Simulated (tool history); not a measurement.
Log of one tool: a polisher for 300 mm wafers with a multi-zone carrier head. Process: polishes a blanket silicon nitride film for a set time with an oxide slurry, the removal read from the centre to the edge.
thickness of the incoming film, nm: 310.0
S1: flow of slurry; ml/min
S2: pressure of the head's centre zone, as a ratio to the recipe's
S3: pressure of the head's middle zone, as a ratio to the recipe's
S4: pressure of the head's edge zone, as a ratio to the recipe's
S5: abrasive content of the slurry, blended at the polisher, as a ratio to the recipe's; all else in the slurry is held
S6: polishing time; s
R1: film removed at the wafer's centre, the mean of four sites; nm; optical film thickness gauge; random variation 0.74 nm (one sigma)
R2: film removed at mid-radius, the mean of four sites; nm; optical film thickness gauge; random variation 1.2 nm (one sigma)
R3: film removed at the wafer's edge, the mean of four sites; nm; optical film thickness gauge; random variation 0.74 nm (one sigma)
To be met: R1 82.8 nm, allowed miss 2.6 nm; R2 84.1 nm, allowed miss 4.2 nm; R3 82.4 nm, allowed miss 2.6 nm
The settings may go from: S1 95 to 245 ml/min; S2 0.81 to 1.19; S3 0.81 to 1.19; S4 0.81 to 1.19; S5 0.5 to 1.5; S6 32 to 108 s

run  hour   S1    S2    S3    S4    S5  S6      R1      R2      R3
  1     0  155     1     1     1     1  70  62.998  61.995  63.971
  2   1.9  155     1  0.91     1     1  70  62.868  58.803  63.936
  3   2.4  155  1.08  0.91     1     1  70  69.066  58.587  63.415
  4   7.8  170  1.07  0.97  1.03   1.1  70  72.408  64.919  68.456
  5   9.9  210  1.07  0.97  1.03   1.1  70  76.409  69.831  71.072
  6  14.4  210  1.07  0.97  1.03   1.2  70  79.595  72.034  74.591
  7  17.2  220  1.06     1  1.05  1.25  70  81.289  75.703  76.185
  8  18.3  225  1.04  1.02  1.07   1.3  70  80.819  80.083  79.805
  9  27.1  230  1.04  1.03  1.08   1.3  70  81.221  79.682  79.267
     33.4  -- slurry nozzle cleaned
 10  33.4  230  1.04  1.04  1.08   1.3  70   85.01  84.092   82.56

Which of these 5 next moves meets every target?
  A  39.7  195  1.05  0.99  1.03   1.5  70   ?   ?   ?
  B  39.7  220  1.04  0.96  1.02  1.25  74   ?   ?   ?
  C  39.7  240  1.01  1.03  1.11  1.25  75   ?   ?   ?
  D  39.7  245   1.1  0.98  1.07  1.15  75   ?   ?   ?
  E  39.7  150  1.03  1.05  1.05   1.5  71   ?   ?   ?

move      R1      R2      R3
   A  89.702  81.581  84.224
   B  89.045  79.803  83.517
   C  88.775  86.174  88.969
   D  93.495  80.235  84.405
   E  84.609   82.41  83.218
A: further off than the last run
B: further off than the last run
C: further off than the last run
D: further off than the last run
E: meets every target
The right move is E.

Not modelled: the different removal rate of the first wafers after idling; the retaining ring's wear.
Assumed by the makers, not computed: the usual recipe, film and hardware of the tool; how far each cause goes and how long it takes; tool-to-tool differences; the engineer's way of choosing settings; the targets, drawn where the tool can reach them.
